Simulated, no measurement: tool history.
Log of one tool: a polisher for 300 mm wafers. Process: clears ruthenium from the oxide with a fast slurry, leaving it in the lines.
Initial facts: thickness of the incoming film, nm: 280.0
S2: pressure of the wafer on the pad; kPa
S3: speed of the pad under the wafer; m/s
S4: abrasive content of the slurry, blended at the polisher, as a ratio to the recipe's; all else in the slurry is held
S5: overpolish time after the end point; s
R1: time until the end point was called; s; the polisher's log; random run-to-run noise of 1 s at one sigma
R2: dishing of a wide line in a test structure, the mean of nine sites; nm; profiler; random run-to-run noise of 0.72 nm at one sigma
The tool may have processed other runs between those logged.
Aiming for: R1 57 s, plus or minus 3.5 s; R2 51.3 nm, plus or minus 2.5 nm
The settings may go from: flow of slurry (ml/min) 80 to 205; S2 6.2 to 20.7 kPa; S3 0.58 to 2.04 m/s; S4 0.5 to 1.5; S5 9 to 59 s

run 1 hour=0 | flow_of_slurry_(ml/min)=135 S2=13.1 S3=1.3 S4=1 S5=30 | R1=73.142 R2=70.361
run 2 hour=4.6 | flow_of_slurry_(ml/min)=135 S2=10.3 S3=1.3 S4=1 S5=30 | R1=92.105 R2=58.772
run 3 hour=9.1 | flow_of_slurry_(ml/min)=135 S2=11 S3=1.32 S4=1 S5=27 | R1=87.477 R2=58.857
run 4 hour=15.5 | flow_of_slurry_(ml/min)=140 S2=11.7 S3=1.32 S4=1.05 S5=24 | R1=77.843 R2=58.043
run 5 hour=19.1 | flow_of_slurry_(ml/min)=145 S2=12.4 S3=1.32 S4=1.05 S5=22 | R1=73.809 R2=55.771
run 6 hour=20.4 | flow_of_slurry_(ml/min)=145 S2=12.4 S3=1.02 S4=1.05 S5=22 | R1=95.856 R2=44.68
run 7 hour=26.5 | flow_of_slurry_(ml/min)=145 S2=13.1 S3=1.02 S4=1.05 S5=21 | R1=91.16 R2=46.547
run 8 hour=31.4 | flow_of_slurry_(ml/min)=145 S2=13.1 S3=1.02 S4=1.05 S5=21 | R1=90.158 R2=46.267
run 9 hour=39.6 | flow_of_slurry_(ml/min)=145 S2=13.8 S3=1.02 S4=1.05 S5=20 | R1=86.756 R2=45.811
run 10 hour=43 | flow_of_slurry_(ml/min)=145 S2=14.5 S3=1.02 S4=1.05 S5=19 | R1=82.399 R2=46.088
run 11 hour=44.9 | flow_of_slurry_(ml/min)=145 S2=15.2 S3=1.02 S4=1.05 S5=18 | R1=79.287 R2=45.191
run 12 hour=53.6 | flow_of_slurry_(ml/min)=145 S2=15.9 S3=1.02 S4=1.05 S5=18 | R1=76.161 R2=47.355
run 13 hour=61.8 | flow_of_slurry_(ml/min)=145 S2=16.5 S3=1.02 S4=1.05 S5=17 | R1=71.286 R2=47.328
run 14 hour=64.1 | flow_of_slurry_(ml/min)=155 S2=19.3 S3=1.04 S4=1.05 S5=14 | R1=61.913 R2=46.797
run 15 hour=69.6 | flow_of_slurry_(ml/min)=155 S2=20 S3=1.1 S4=1.05 S5=16 | R1=56.249 R2=54.974
run 16 hour=71.3 | flow_of_slurry_(ml/min)=155 S2=20 S3=1.1 S4=1.05 S5=13 | R1=56.522 R2=46.448

Which one of the following 4 next-run settings gets every result inside its allowed miss? There is exactly one.
run A hour=73 | flow_of_slurry_(ml/min)=155 S2=20.7 S3=1.18 S4=1.15 S5=15 | R1=? R2=?
run B hour=73 | flow_of_slurry_(ml/min)=160 S2=20 S3=1.02 S4=1.15 S5=18 | R1=? R2=?
run C hour=73 | flow_of_slurry_(ml/min)=175 S2=17.9 S3=1 S4=1.05 S5=21 | R1=? R2=?
run D hour=73 | flow_of_slurry_(ml/min)=140 S2=18.6 S3=1.22 S4=0.95 S5=15 | R1=? R2=?

move=A R1=48.9 R2=58.801
move=B R1=57.968 R2=59.345
move=C R1=67.205 R2=59.626
move=D R1=56.886 R2=52.327
A: takes the result that was furthest off past its target
B: takes the result that was furthest off past its target
C: takes the result that was furthest off past its target
D: all results in spec
Go with D: it meets all targets.
